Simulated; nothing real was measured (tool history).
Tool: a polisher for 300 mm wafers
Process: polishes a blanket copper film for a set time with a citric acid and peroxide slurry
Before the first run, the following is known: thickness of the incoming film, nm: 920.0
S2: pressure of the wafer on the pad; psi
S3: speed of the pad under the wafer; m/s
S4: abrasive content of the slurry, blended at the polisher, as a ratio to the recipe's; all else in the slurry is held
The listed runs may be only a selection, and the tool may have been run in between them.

Run 1, hour 0: flow of slurry (ml/min) 200, S2 3 psi, S3 1.08 m/s, S4 1, polishing time (s) 76. Result: film removed (angstrom) 1771.4.
Run 2, hour 6.6: flow of slurry (ml/min) 180, S2 3 psi, S3 1.08 m/s, S4 1, polishing time (s) 76. Result: film removed (angstrom) 1745.
Run 3, hour 14.7: flow of slurry (ml/min) 180, S2 2.9 psi, S3 1.08 m/s, S4 1, polishing time (s) 76. Result: film removed (angstrom) 1694.9.
Run 4, hour 21.5: flow of slurry (ml/min) 180, S2 2.9 psi, S3 1.08 m/s, S4 0.85, polishing time (s) 76. Result: film removed (angstrom) 1647.9.
Run 5, hour 29.5: flow of slurry (ml/min) 180, S2 2.8 psi, S3 1.08 m/s, S4 0.85, polishing time (s) 76. Result: film removed (angstrom) 1595.8.
Run 6, hour 31.4: flow of slurry (ml/min) 180, S2 2.8 psi, S3 1.08 m/s, S4 0.85, polishing time (s) 76. Result: film removed (angstrom) 1613.6.

Run 7 has not been measured yet. What should we expect?
Run 7, hour 33.7: flow of slurry (ml/min) 180, S2 2.7 psi, S3 1.08 m/s, S4 0.85, polishing time (s) 76. Result: film removed (angstrom) ?.

film removed (angstrom): 1557.7
